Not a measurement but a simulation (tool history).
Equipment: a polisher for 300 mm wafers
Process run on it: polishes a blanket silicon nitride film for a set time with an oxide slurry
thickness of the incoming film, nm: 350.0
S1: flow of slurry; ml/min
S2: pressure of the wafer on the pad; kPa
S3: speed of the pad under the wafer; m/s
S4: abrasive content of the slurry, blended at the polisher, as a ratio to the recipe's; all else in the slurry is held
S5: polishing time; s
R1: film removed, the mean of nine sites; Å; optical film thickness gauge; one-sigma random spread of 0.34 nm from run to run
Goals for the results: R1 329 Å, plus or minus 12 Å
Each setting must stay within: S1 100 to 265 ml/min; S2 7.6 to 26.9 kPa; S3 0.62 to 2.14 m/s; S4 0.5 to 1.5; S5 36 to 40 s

run	day	S1	S2	S3	S4	S5	R1
1	0	170	17.2	1.38	1	40	205.28
2	0.358	170	17.2	1.38	1.15	40	216.32
3	0.567	170	17.2	1.38	1.05	40	210.2
4	0.708	175	18.6	1.38	1.05	40	227.54
5	1.05	175	18.6	1.38	1.05	40	222.03
6	1.375	175	15.9	1.38	1.05	40	201.1
7	1.55	185	17.9	1.4	1.05	40	220.57
8	1.633	185	22.8	1.46	1.05	40	264.95
9	1.688	185	23.4	1.5	1.05	40	278.54
10	2.054	185	24.1	1.52	1.05	40	285.43
11	2.367	185	24.8	1.54	1.05	40	296.32
12	2.496	185	25.5	1.56	1.05	40	305.55
13	2.838	185	25.5	1.58	1.05	40	303.3
14	3.117	190	25.5	1.6	1.05	40	310.82

Exercise: of the 5 proposed moves below, exactly one satisfies all targets within the stated allowed misses. Which move is it?
A	3.396	200	25.5	1.7	1.05	36	?
B	3.396	180	24.8	1.78	1.05	36	?
C	3.396	190	24.8	1.66	1.25	40	?
D	3.396	260	21.4	1.66	0.95	40	?
E	3.396	205	25.5	1.44	1.05	40	?

move	R1
A	291.03
B	291.01
C	330.36
D	279.26
E	286.29
A: further off than the last run
B: further off than the last run
C: all results in spec
D: further off than the last run
E: further off than the last run
C is the move that brings every result within its allowed miss.

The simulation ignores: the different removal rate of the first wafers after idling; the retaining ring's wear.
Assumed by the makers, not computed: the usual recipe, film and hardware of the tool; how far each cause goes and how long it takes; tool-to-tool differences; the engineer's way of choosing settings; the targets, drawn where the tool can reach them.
